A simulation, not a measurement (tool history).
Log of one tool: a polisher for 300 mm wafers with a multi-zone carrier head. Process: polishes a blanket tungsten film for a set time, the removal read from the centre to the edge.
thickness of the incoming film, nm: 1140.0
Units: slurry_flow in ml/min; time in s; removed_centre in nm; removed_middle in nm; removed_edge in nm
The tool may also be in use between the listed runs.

Run 1, hour 0.0: slurry_flow 150 ml/min, centre_zone 1.00, middle_zone 1.00, edge_zone 1.00, slurry_solids 1.0, time 52 s. Result: removed_centre 125.77 nm, removed_middle 121.43 nm, removed_edge 122.87 nm.
Run 2, hour 3.0: slurry_flow 150 ml/min, centre_zone 1.00, middle_zone 1.00, edge_zone 1.08, slurry_solids 1.0, time 52 s. Result: removed_centre 126.95 nm, removed_middle 121.35 nm, removed_edge 123.68 nm.
Run 3, hour 7.9: slurry_flow 150 ml/min, centre_zone 1.00, middle_zone 1.00, edge_zone 1.08, slurry_solids 0.9, time 52 s. Result: removed_centre 120.64 nm, removed_middle 118.65 nm, removed_edge 125.32 nm.
Run 4, hour 13.9: slurry_flow 150 ml/min, centre_zone 1.00, middle_zone 1.00, edge_zone 1.08, slurry_solids 0.7, time 52 s. Result: removed_centre 114.41 nm, removed_middle 109.08 nm, removed_edge 113.28 nm.
Run 5, hour 18.0: slurry_flow 155 ml/min, centre_zone 1.03, middle_zone 1.00, edge_zone 1.09, slurry_solids 0.8, time 52 s. Result: removed_centre 123.56 nm, removed_middle 114.24 nm, removed_edge 122.46 nm.
Run 6, hour 26.5: slurry_flow 155 ml/min, centre_zone 1.10, middle_zone 1.00, edge_zone 1.09, slurry_solids 0.8, time 52 s. Result: removed_centre 132.69 nm, removed_middle 115.84 nm, removed_edge 119.98 nm.
Run 7, hour 28.6: slurry_flow 165 ml/min, centre_zone 1.11, middle_zone 1.00, edge_zone 1.11, slurry_solids 0.9, time 52 s. Result: removed_centre 134.68 nm, removed_middle 120.73 nm, removed_edge 125.45 nm.
At hour 32.8: worn pad replaced by a new one.
Run 8, hour 32.8: slurry_flow 165 ml/min, centre_zone 1.12, middle_zone 0.99, edge_zone 1.11, slurry_solids 1.0, time 53 s. Result: removed_centre 166.43 nm, removed_middle 141.24 nm, removed_edge 148.98 nm.

Run 9 comes next. What will it give?
Run 9, hour 40.8: slurry_flow 170 ml/min, centre_zone 1.13, middle_zone 0.99, edge_zone 1.11, slurry_solids 1.0, time 53 s. Result: removed_centre ?, removed_middle ?, removed_edge ?.

removed_centre: 164.70 nm
removed_middle: 139.81 nm
removed_edge: 150.23 nm
